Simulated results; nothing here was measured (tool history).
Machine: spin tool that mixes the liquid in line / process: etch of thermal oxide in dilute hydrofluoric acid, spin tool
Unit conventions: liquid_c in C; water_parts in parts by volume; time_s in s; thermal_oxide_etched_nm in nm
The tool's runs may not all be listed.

{"run": 1, "day": 0.0, "liquid_c": 21.0, "water_parts": 40, "time_s": 100, "thermal_oxide_etched_nm": 12.891}
{"run": 2, "day": 0.35, "liquid_c": 21.0, "water_parts": 30, "time_s": 100, "thermal_oxide_etched_nm": 17.353}
{"run": 3, "day": 0.454, "liquid_c": 20.5, "water_parts": 35, "time_s": 100, "thermal_oxide_etched_nm": 14.587}
{"run": 4, "day": 0.738, "liquid_c": 20.5, "water_parts": 35, "time_s": 80, "thermal_oxide_etched_nm": 11.591}
{"run": 5, "day": 0.808, "liquid_c": 20.0, "water_parts": 35, "time_s": 80, "thermal_oxide_etched_nm": 11.394}
{"run": 6, "day": 1.092, "liquid_c": 20.0, "water_parts": 25, "time_s": 80, "thermal_oxide_etched_nm": 16.209}
{"run": 7, "day": 1.388, "liquid_c": 19.5, "water_parts": 25, "time_s": 80, "thermal_oxide_etched_nm": 15.678}
{"run": 8, "day": 1.529, "liquid_c": 19.0, "water_parts": 25, "time_s": 80, "thermal_oxide_etched_nm": 15.565}
{"run": 9, "day": 1.554, "liquid_c": 18.5, "water_parts": 30, "time_s": 80, "thermal_oxide_etched_nm": 12.513}
{"run": 10, "day": 1.667, "liquid_c": 17.0, "water_parts": 40, "time_s": 80, "thermal_oxide_etched_nm": 8.6757}

Run 11, settings as shown, results not yet in. Your forecast:
{"run": 11, "day": 2.038, "liquid_c": 17.5, "water_parts": 40, "time_s": 80, "thermal_oxide_etched_nm": "?"}

For run 11 the tool returned thermal_oxide_etched_nm 8.8504 nm.
